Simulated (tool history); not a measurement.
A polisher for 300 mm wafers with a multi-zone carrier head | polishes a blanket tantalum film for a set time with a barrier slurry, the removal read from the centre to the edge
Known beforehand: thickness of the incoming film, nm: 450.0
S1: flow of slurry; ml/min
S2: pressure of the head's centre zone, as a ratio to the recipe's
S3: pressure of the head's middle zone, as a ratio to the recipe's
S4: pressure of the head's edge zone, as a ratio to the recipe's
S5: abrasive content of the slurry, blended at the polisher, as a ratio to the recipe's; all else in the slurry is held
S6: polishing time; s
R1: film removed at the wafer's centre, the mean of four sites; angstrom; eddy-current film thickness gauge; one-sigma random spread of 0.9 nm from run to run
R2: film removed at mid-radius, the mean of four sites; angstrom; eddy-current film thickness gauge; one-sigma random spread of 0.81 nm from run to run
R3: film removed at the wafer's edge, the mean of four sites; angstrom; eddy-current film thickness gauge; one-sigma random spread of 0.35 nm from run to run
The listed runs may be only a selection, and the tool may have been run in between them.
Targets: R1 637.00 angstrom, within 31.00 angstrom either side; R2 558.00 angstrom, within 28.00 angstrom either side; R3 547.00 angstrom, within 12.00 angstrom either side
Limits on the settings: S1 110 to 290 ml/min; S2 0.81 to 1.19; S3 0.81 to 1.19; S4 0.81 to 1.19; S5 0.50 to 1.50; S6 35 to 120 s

Run 1, day 0.000: S1 185 ml/min, S2 1.00, S3 1.00, S4 1.00, S5 1.00, S6 77 s. Result: R1 627.93 angstrom, R2 631.35 angstrom, R3 614.00 angstrom.
Run 2, day 0.083: S1 150 ml/min, S2 1.00, S3 1.00, S4 1.00, S5 1.00, S6 77 s. Result: R1 604.03 angstrom, R2 584.99 angstrom, R3 592.96 angstrom.
Run 3, day 0.171: S1 140 ml/min, S2 1.02, S3 1.00, S4 0.97, S5 1.00, S6 77 s. Result: R1 592.72 angstrom, R2 587.41 angstrom, R3 586.84 angstrom.
Run 4, day 0.538: S1 145 ml/min, S2 1.07, S3 0.98, S4 0.94, S5 0.95, S6 77 s. Result: R1 629.25 angstrom, R2 576.32 angstrom, R3 570.99 angstrom.
Run 5, day 0.738: S1 145 ml/min, S2 1.07, S3 0.98, S4 0.94, S5 1.05, S6 77 s. Result: R1 652.52 angstrom, R2 588.27 angstrom, R3 577.84 angstrom.
Run 6, day 1.075: S1 140 ml/min, S2 1.08, S3 0.98, S4 0.93, S5 1.05, S6 77 s. Result: R1 631.84 angstrom, R2 585.71 angstrom, R3 577.12 angstrom.
Run 7, day 1.329: S1 135 ml/min, S2 1.09, S3 0.97, S4 0.91, S5 1.05, S6 77 s. Result: R1 631.74 angstrom, R2 579.39 angstrom, R3 570.07 angstrom.
Run 8, day 1.500: S1 130 ml/min, S2 1.10, S3 0.97, S4 0.90, S5 1.05, S6 77 s. Result: R1 628.60 angstrom, R2 571.67 angstrom, R3 567.23 angstrom.
Run 9, day 1.738: S1 130 ml/min, S2 1.11, S3 0.97, S4 0.89, S5 1.05, S6 77 s. Result: R1 652.99 angstrom, R2 565.48 angstrom, R3 558.94 angstrom.

4 candidate next runs follow, results not yet known. Just one meets every target within its allowed miss. Identify it.
Run A, day 1.975: S1 135 ml/min, S2 1.11, S3 0.99, S4 0.86, S5 1.15, S6 78 s. Result: R1 ?, R2 ?, R3 ?.
Run B, day 1.975: S1 115 ml/min, S2 1.11, S3 0.92, S4 0.92, S5 1.00, S6 80 s. Result: R1 ?, R2 ?, R3 ?.
Run C, day 1.975: S1 150 ml/min, S2 1.12, S3 0.94, S4 0.94, S5 1.00, S6 77 s. Result: R1 ?, R2 ?, R3 ?.
Run D, day 1.975: S1 125 ml/min, S2 1.14, S3 0.99, S4 0.91, S5 1.00, S6 76 s. Result: R1 ?, R2 ?, R3 ?.

move      R1      R2      R3
   A  666.58  595.40  575.50
   B  629.01  533.71  568.78
   C  660.89  559.61  579.08
   D  631.30  550.41  546.65
A: lands further from the targets than the last run did
B: lands further from the targets than the last run did
C: lands further from the targets than the last run did
D: all results land within tolerance of their targets
The right move is D.
